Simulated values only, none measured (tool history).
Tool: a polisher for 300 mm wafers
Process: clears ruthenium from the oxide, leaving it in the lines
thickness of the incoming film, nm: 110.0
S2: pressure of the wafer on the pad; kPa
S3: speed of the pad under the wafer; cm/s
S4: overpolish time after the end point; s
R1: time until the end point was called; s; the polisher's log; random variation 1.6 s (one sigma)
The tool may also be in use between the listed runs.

Run 1, hour 0: flow of slurry (ml/min) 295, S2 13.1 kPa, S3 120 cm/s, S4 10 s. Result: R1 79.341 s.
Run 2, hour 2.1: flow of slurry (ml/min) 295, S2 11.7 kPa, S3 120 cm/s, S4 10 s. Result: R1 84.323 s.
Run 3, hour 3.6: flow of slurry (ml/min) 295, S2 10.3 kPa, S3 118 cm/s, S4 10 s. Result: R1 90.501 s.
Run 4, hour 4.8: flow of slurry (ml/min) 295, S2 9.7 kPa, S3 114 cm/s, S4 10 s. Result: R1 98.675 s.
Run 5, hour 7.2: flow of slurry (ml/min) 370, S2 9.7 kPa, S3 114 cm/s, S4 10 s. Result: R1 98.092 s.
Run 6, hour 12.5: flow of slurry (ml/min) 370, S2 9.7 kPa, S3 142 cm/s, S4 10 s. Result: R1 77.798 s.
Run 7, hour 17.4: flow of slurry (ml/min) 370, S2 9 kPa, S3 134 cm/s, S4 10 s. Result: R1 87.269 s.
Run 8, hour 18.4: flow of slurry (ml/min) 370, S2 8.3 kPa, S3 128 cm/s, S4 10 s. Result: R1 91.438 s.

Run 9 comes next. What will it give?
Run 9, hour 20: flow of slurry (ml/min) 360, S2 6.2 kPa, S3 102 cm/s, S4 10 s. Result: R1 ?.

Run 9 gave R1 134.1 s.
